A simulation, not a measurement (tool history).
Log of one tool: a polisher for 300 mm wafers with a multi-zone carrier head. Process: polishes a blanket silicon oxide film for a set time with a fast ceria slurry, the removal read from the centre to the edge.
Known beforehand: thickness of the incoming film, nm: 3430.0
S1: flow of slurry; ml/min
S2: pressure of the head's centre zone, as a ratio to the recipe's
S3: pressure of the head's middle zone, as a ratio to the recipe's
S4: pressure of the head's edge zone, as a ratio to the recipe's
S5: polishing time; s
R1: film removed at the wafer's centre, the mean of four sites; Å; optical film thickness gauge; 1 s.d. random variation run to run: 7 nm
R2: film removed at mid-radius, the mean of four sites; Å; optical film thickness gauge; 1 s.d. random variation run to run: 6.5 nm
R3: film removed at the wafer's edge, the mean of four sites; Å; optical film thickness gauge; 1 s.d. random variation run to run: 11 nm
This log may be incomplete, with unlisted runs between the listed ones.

Run 1, hour 0.0: S1 145 ml/min, S2 1.00, S3 1.00, S4 1.00, S5 66 s. Result: R1 9532.3 Å, R2 9628.8 Å, R3 9968.0 Å.
Run 2, hour 2.4: S1 140 ml/min, S2 1.00, S3 1.00, S4 1.00, S5 66 s. Result: R1 9383.9 Å, R2 9557.7 Å, R3 9685.6 Å.
Run 3, hour 7.1: S1 135 ml/min, S2 1.00, S3 1.00, S4 1.00, S5 66 s. Result: R1 9372.9 Å, R2 9471.2 Å, R3 9843.2 Å.
Run 4, hour 13.6: S1 135 ml/min, S2 1.00, S3 1.03, S4 1.00, S5 66 s. Result: R1 9447.2 Å, R2 9623.1 Å, R3 9884.1 Å.
Run 5, hour 22.0: S1 135 ml/min, S2 1.00, S3 1.03, S4 0.93, S5 66 s. Result: R1 9341.5 Å, R2 9714.4 Å, R3 9287.1 Å.
Run 6, hour 29.6: S1 135 ml/min, S2 1.07, S3 1.03, S4 0.93, S5 66 s. Result: R1 10110.0 Å, R2 9875.8 Å, R3 9643.6 Å.
Run 7, hour 38.1: S1 130 ml/min, S2 1.06, S3 1.03, S4 0.94, S5 66 s. Result: R1 9847.4 Å, R2 9682.1 Å, R3 9538.3 Å.

Run 8, settings as shown, results not yet in. Your forecast:
Run 8, hour 45.6: S1 125 ml/min, S2 1.05, S3 1.03, S4 0.95, S5 66 s. Result: R1 ?, R2 ?, R3 ?.

R1: 9580.2 Å
R2: 9542.3 Å
R3: 9589.9 Å
